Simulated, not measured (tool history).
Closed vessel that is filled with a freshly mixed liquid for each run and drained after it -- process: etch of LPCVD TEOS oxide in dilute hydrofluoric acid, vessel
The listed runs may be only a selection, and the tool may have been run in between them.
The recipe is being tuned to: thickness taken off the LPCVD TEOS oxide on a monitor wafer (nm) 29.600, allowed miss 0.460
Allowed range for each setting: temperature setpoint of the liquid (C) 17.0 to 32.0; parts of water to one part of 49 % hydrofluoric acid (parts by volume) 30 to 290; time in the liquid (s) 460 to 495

run    day  temperature setpoint of the liquid (C)  parts of water to one part of 49 % hydrofluoric acid (parts by volume)  time in the liquid (s)  thickness taken off the LPCVD TEOS oxide on a monitor wafer (nm)
  1  0.000                                    24.0                                                                     160                     460                                                            61.670
  2  0.067                                    25.5                                                                     160                     460                                                            65.181
  3  0.425                                    25.5                                                                     160                     495                                                            70.301
  4  0.529                                    24.0                                                                     160                     495                                                            66.042
  5  0.908                                    22.5                                                                     160                     495                                                            62.438
  6  1.158                                    22.0                                                                     170                     495                                                            57.120
  7  1.342                                    21.5                                                                     175                     495                                                            54.020
  8  1.596                                    21.0                                                                     180                     495                                                            51.949
  9  1.750                                    20.5                                                                     185                     495                                                            48.329
 10  2.108                                    17.0                                                                     240                     495                                                            31.109

Below are 4 possible settings for the next run. Only one of them brings all results inside the allowed miss of their targets. Which is it?
  A  2.467                                    17.0                                                                     235                     460                                                                 ?
  B  2.467                                    18.0                                                                     250                     460                                                                 ?
  C  2.467                                    17.0                                                                     255                     485                                                                 ?
  D  2.467                                    17.0                                                                     245                     470                                                                 ?

move  thickness taken off the LPCVD TEOS oxide on a monitor wafer (nm)
   A                                                            29.749
   B                                                            28.685
   C                                                            28.403
   D                                                            28.899
A: all results in spec
B: moves the result that the last run missed by most past its target, out the other side
C: moves the result that the last run missed by most past its target, out the other side
D: moves the result that the last run missed by most past its target, out the other side
The move that meets every target is A.
